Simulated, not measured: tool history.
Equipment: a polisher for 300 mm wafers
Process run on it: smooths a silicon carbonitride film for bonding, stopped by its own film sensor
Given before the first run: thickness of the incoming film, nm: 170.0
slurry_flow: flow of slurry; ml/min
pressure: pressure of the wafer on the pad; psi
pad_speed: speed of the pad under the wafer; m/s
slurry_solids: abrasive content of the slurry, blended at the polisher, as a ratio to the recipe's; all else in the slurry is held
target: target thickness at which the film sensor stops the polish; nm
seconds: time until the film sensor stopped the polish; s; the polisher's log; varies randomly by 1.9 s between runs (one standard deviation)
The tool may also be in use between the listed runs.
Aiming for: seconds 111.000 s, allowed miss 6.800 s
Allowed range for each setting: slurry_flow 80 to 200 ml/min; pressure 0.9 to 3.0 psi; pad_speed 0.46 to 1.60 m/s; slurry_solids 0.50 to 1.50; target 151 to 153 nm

Run 1, day 0.000: slurry_flow 130 ml/min, pressure 1.9 psi, pad_speed 1.02 m/s, slurry_solids 1.00, target 151 nm. Result: seconds 80.743 s.
Run 2, day 0.362: slurry_flow 130 ml/min, pressure 1.7 psi, pad_speed 1.00 m/s, slurry_solids 1.00, target 151 nm. Result: seconds 92.698 s.
Run 3, day 0.421: slurry_flow 130 ml/min, pressure 1.7 psi, pad_speed 1.00 m/s, slurry_solids 1.10, target 151 nm. Result: seconds 89.316 s.
Run 4, day 0.775: slurry_flow 130 ml/min, pressure 1.7 psi, pad_speed 1.20 m/s, slurry_solids 1.10, target 151 nm. Result: seconds 82.526 s.
Run 5, day 0.883: slurry_flow 130 ml/min, pressure 1.7 psi, pad_speed 1.36 m/s, slurry_solids 1.10, target 151 nm. Result: seconds 75.061 s.
Run 6, day 0.979: slurry_flow 130 ml/min, pressure 1.7 psi, pad_speed 1.36 m/s, slurry_solids 0.95, target 151 nm. Result: seconds 78.185 s.
Run 7, day 1.100: slurry_flow 130 ml/min, pressure 1.5 psi, pad_speed 1.34 m/s, slurry_solids 0.95, target 151 nm. Result: seconds 89.007 s.
Run 8, day 1.250: slurry_flow 130 ml/min, pressure 1.4 psi, pad_speed 1.32 m/s, slurry_solids 0.95, target 151 nm. Result: seconds 100.160 s.

Next run, 5 choices. One meets every target within its allowed miss, the rest don't. Which?
Run A, day 1.400: slurry_flow 135 ml/min, pressure 1.3 psi, pad_speed 1.24 m/s, slurry_solids 1.10, target 152 nm. Result: seconds ?.
Run B, day 1.400: slurry_flow 155 ml/min, pressure 1.3 psi, pad_speed 1.28 m/s, slurry_solids 1.10, target 151 nm. Result: seconds ?.
Run C, day 1.400: slurry_flow 125 ml/min, pressure 1.1 psi, pad_speed 1.36 m/s, slurry_solids 0.70, target 151 nm. Result: seconds ?.
Run D, day 1.400: slurry_flow 130 ml/min, pressure 1.3 psi, pad_speed 1.24 m/s, slurry_solids 0.95, target 153 nm. Result: seconds ?.
Run E, day 1.400: slurry_flow 120 ml/min, pressure 1.1 psi, pad_speed 1.36 m/s, slurry_solids 1.15, target 151 nm. Result: seconds ?.

move  seconds
   A   98.608
   B  100.710
   C  137.450
   D   98.484
   E  115.640
A: lands further from the targets than the last run did
B: closer than the last run, but not yet in spec
C: pushes the last run's worst result past its target
D: lands further from the targets than the last run did
E: each result inside its tolerance
E is the move that brings every result within its allowed miss.

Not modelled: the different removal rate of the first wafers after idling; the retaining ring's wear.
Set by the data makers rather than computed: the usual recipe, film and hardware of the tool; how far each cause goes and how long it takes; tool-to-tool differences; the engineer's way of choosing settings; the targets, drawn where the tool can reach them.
